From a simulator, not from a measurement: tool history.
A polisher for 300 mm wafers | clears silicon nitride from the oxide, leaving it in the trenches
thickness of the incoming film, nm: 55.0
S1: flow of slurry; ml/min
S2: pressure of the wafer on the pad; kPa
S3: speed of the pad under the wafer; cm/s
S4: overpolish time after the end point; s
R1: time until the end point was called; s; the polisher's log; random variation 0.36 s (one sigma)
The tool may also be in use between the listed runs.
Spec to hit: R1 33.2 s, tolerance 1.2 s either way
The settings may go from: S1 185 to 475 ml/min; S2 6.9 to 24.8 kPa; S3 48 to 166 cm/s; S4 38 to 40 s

run  hour   S1    S2   S3  S4      R1
  1     0  305  15.9  106  38  72.753
  2   7.9  305  15.9   82  38  90.748
  3  11.3  310  17.9   92  38  73.218
  4  17.3  310  19.3  102  38  61.659
  5  22.5  310  20.7  102  38  56.848
     24.9  -- worn pad replaced by a new one
  6  24.9  310  20.7  116  38  47.385
  7  31.5  310  21.4  118  38  44.287
  8  34.3  310  22.1  120  38  42.333
  9  35.5  310  22.8  122  38  41.023
 10  42.1  310  23.4  124  38  38.829
 11  48.9  310  23.4  126  38  37.668

Exactly one of the 4 candidate moves below puts every result within its allowed miss. Which one?
  A  55.7  330  24.8  136  40   ?
  B  55.7  265  19.3  134  38   ?
  C  55.7  335  22.8  114  39   ?
  D  55.7  300  23.4  122  38   ?

move      R1
   A  33.558
   B  43.875
   C  43.163
   D  39.687
A: every result lands within tolerance
B: further off than the last run
C: further off than the last run
D: further off than the last run
Go with A: it meets all targets.
